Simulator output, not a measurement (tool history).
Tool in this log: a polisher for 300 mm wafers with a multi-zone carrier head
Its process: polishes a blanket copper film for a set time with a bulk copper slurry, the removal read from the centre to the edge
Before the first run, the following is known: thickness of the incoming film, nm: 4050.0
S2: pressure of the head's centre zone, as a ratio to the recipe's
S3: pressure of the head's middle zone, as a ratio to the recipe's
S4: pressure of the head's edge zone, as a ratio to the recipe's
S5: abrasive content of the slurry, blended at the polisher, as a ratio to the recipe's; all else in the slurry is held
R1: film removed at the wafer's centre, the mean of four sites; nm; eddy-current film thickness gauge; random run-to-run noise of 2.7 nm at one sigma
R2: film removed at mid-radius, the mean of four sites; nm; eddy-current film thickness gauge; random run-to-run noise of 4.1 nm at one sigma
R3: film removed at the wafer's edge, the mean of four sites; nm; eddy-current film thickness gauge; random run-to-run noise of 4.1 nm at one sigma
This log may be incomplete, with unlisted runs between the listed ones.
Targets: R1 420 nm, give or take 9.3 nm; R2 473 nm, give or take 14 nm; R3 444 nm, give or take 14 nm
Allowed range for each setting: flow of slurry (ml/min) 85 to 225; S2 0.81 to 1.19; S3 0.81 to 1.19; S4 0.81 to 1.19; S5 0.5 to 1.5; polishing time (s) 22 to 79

run 1 hour=0 | flow_of_slurry_(ml/min)=145 S2=1 S3=1 S4=1 S5=1 polishing_time_(s)=50 | R1=369.4 R2=361.73 R3=383.92
run 2 hour=2 | flow_of_slurry_(ml/min)=155 S2=1 S3=1.03 S4=1.02 S5=1 polishing_time_(s)=50 | R1=370.14 R2=378.9 R3=386.22
run 3 hour=7.9 | flow_of_slurry_(ml/min)=155 S2=1 S3=1.03 S4=1.02 S5=1.1 polishing_time_(s)=50 | R1=376.63 R2=382.44 R3=397.44
run 4 hour=13.8 | flow_of_slurry_(ml/min)=165 S2=1 S3=1.05 S4=1.03 S5=1.15 polishing_time_(s)=50 | R1=383.48 R2=400.38 R3=406.25
-- hour=19.6 edge zone pressure recalibrated
run 5 hour=19.6 | flow_of_slurry_(ml/min)=195 S2=1 S3=1.05 S4=1.03 S5=1.15 polishing_time_(s)=50 | R1=395.77 R2=406.83 R3=391.93
run 6 hour=23.8 | flow_of_slurry_(ml/min)=195 S2=1 S3=1.05 S4=1.03 S5=1.05 polishing_time_(s)=50 | R1=395.28 R2=403.06 R3=388.18
run 7 hour=32 | flow_of_slurry_(ml/min)=195 S2=1 S3=1.07 S4=1.05 S5=1.1 polishing_time_(s)=50 | R1=389.94 R2=408.06 R3=393.35
run 8 hour=40.7 | flow_of_slurry_(ml/min)=195 S2=1.01 S3=1.09 S4=1.06 S5=1.15 polishing_time_(s)=50 | R1=394.88 R2=419.39 R3=403.86
run 9 hour=46.7 | flow_of_slurry_(ml/min)=195 S2=1.02 S3=1.1 S4=1.07 S5=1.2 polishing_time_(s)=50 | R1=404.3 R2=418.76 R3=400.29
run 10 hour=52 | flow_of_slurry_(ml/min)=215 S2=0.94 S3=1.15 S4=1.14 S5=1.4 polishing_time_(s)=53 | R1=419.54 R2=491.19 R3=456.1

Which one of the following 4 next-run settings gets every result inside its allowed miss? There is exactly one.
run A hour=57.3 | flow_of_slurry_(ml/min)=225 S2=0.92 S3=1.16 S4=1.11 S5=1.5 polishing_time_(s)=54 | R1=? R2=? R3=?
run B hour=57.3 | flow_of_slurry_(ml/min)=205 S2=0.88 S3=1.11 S4=1.19 S5=1.4 polishing_time_(s)=55 | R1=? R2=? R3=?
run C hour=57.3 | flow_of_slurry_(ml/min)=210 S2=0.91 S3=1.19 S4=1.09 S5=1.5 polishing_time_(s)=53 | R1=? R2=? R3=?
run D hour=57.3 | flow_of_slurry_(ml/min)=200 S2=0.96 S3=1.13 S4=1.09 S5=1.25 polishing_time_(s)=54 | R1=? R2=? R3=?

move=A R1=427.48 R2=514.83 R3=472.34
move=B R1=409.75 R2=492.46 R3=488.24
move=C R1=412.14 R2=512.15 R3=456.22
move=D R1=419.75 R2=479.07 R3=447.44
A: moves away from the targets compared with the last run
B: moves away from the targets compared with the last run
C: moves away from the targets compared with the last run
D: meets every target
The right move is D.

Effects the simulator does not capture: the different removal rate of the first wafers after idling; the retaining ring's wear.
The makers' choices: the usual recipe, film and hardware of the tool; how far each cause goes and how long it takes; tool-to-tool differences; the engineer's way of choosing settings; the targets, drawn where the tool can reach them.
